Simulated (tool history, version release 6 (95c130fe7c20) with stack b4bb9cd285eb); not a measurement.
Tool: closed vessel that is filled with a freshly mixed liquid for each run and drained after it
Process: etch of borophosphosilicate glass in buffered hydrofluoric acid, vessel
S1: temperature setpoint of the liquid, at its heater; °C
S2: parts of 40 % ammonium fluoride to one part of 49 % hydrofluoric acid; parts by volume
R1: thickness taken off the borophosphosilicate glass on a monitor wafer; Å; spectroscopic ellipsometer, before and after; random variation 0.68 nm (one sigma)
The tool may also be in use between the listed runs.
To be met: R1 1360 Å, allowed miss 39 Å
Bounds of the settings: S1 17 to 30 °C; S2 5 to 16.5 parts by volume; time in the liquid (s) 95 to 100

Run 1, hour 0: S1 22 °C, S2 10 parts by volume, time in the liquid (s) 95. Result: R1 1925.1 Å.
Run 2, hour 4.7: S1 19.5 °C, S2 10 parts by volume, time in the liquid (s) 95. Result: R1 1682.9 Å.
Run 3, hour 12.7: S1 21.5 °C, S2 10 parts by volume, time in the liquid (s) 95. Result: R1 1873.3 Å.
Run 4, hour 18: S1 24 °C, S2 10 parts by volume, time in the liquid (s) 95. Result: R1 2129.6 Å.
Run 5, hour 23.8: S1 22 °C, S2 10.5 parts by volume, time in the liquid (s) 95. Result: R1 1851.2 Å.
Run 6, hour 30.1: S1 20.5 °C, S2 10.5 parts by volume, time in the liquid (s) 95. Result: R1 1689.8 Å.
Run 7, hour 33.8: S1 19.5 °C, S2 10.5 parts by volume, time in the liquid (s) 95. Result: R1 1606.7 Å.
Run 8, hour 38.1: S1 19 °C, S2 10.5 parts by volume, time in the liquid (s) 95. Result: R1 1559.9 Å.
Run 9, hour 44.2: S1 18.5 °C, S2 10.5 parts by volume, time in the liquid (s) 95. Result: R1 1534.7 Å.

Which of these 5 next moves meets every target?
Run A, hour 50.3: S1 18.5 °C, S2 11 parts by volume, time in the liquid (s) 95. Result: R1 ?.
Run B, hour 50.3: S1 17 °C, S2 10.5 parts by volume, time in the liquid (s) 100. Result: R1 ?.
Run C, hour 50.3: S1 18.5 °C, S2 12.5 parts by volume, time in the liquid (s) 100. Result: R1 ?.
Run D, hour 50.3: S1 18 °C, S2 10.5 parts by volume, time in the liquid (s) 95. Result: R1 ?.
Run E, hour 50.3: S1 20 °C, S2 13.5 parts by volume, time in the liquid (s) 95. Result: R1 ?.

move      R1
   A  1437.9
   B  1456.7
   C  1334.5
   D  1463.8
   E  1277.3
A: nearer than the last run, and not there yet
B: nearer than the last run, and not there yet
C: meets every target
D: nearer than the last run, and not there yet
E: takes the result that was furthest off past its target
Move C is the one to make.
